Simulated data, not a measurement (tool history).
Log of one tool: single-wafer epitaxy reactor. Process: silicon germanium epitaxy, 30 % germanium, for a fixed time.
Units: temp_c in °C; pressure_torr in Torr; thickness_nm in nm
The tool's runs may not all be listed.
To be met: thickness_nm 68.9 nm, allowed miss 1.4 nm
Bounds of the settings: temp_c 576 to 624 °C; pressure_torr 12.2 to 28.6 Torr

Run 1, hour 0: temp_c 600 °C, pressure_torr 20.4 Torr. Result: thickness_nm 60.701 nm.
Run 2, hour 5.9: temp_c 602 °C, pressure_torr 20.4 Torr. Result: thickness_nm 63.276 nm.
Run 3, hour 9.1: temp_c 603 °C, pressure_torr 20.4 Torr. Result: thickness_nm 64.572 nm.
Run 4, hour 10.1: temp_c 594 °C, pressure_torr 20.4 Torr. Result: thickness_nm 54.129 nm.
Run 5, hour 11: temp_c 605 °C, pressure_torr 20.4 Torr. Result: thickness_nm 66.887 nm.
Run 6, hour 13.1: temp_c 616 °C, pressure_torr 20.4 Torr. Result: thickness_nm 82.389 nm.
Run 7, hour 20.5: temp_c 616 °C, pressure_torr 20.4 Torr. Result: thickness_nm 82.246 nm.
Run 8, hour 24.3: temp_c 613 °C, pressure_torr 20.3 Torr. Result: thickness_nm 77.518 nm.
Run 9, hour 31.5: temp_c 611 °C, pressure_torr 20.3 Torr. Result: thickness_nm 74.415 nm.
Run 10, hour 38.9: temp_c 610 °C, pressure_torr 20.3 Torr. Result: thickness_nm 73.281 nm.
Run 11, hour 40.2: temp_c 609 °C, pressure_torr 20.3 Torr. Result: thickness_nm 71.874 nm.
Run 12, hour 47.2: temp_c 608 °C, pressure_torr 20.3 Torr. Result: thickness_nm 70.38 nm.

Which of these 4 next moves meets every target?
Run A, hour 54.2: temp_c 609 °C, pressure_torr 20.2 Torr. Result: thickness_nm ?.
Run B, hour 54.2: temp_c 609 °C, pressure_torr 20.1 Torr. Result: thickness_nm ?.
Run C, hour 54.2: temp_c 603 °C, pressure_torr 28.6 Torr. Result: thickness_nm ?.
Run D, hour 54.2: temp_c 608 °C, pressure_torr 19.6 Torr. Result: thickness_nm ?.

move  thickness_nm
   A        72.149
   B        72.007
   C        73.963
   D        69.954
A: further off than the last run
B: further off than the last run
C: further off than the last run
D: meets every target
The right move is D.
